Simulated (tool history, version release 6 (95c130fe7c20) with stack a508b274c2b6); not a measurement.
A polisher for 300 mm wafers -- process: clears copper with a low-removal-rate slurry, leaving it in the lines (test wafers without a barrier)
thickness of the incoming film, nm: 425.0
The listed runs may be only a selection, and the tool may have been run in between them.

run	hour	flow of slurry (ml/min)	pressure of the wafer on the pad (kPa)	speed of the pad under the wafer (m/s)	abrasive content of the slurry	overpolish time after the end point (s)	time until the end point was called (s)	dishing of a wide line in a test structure (angstrom)
1	0	230	23.4	1.36	1	29	90.11	683.1
2	3	230	23.4	1.36	1	21	91.769	560.25
3	4.8	230	24.8	1.36	1	23	87.298	609.03
4	7.3	230	29.6	1.36	1	23	76.046	691.1
5	14.9	250	29.6	1.36	1	23	75.943	683.31
6	18.3	250	29.6	1.36	1	14	73.928	488.65
7	25.5	245	30.3	1.38	1	17	71.531	567.51
# hour 30.7: worn pad replaced by a new one
8	30.7	245	31	1.38	1	19	64.591	653.43

Run 9 comes next. What will it give?
9	38.5	245	31	1.38	1	21	?	?

time until the end point was called (s): 64.723
dishing of a wide line in a test structure (angstrom): 707.84
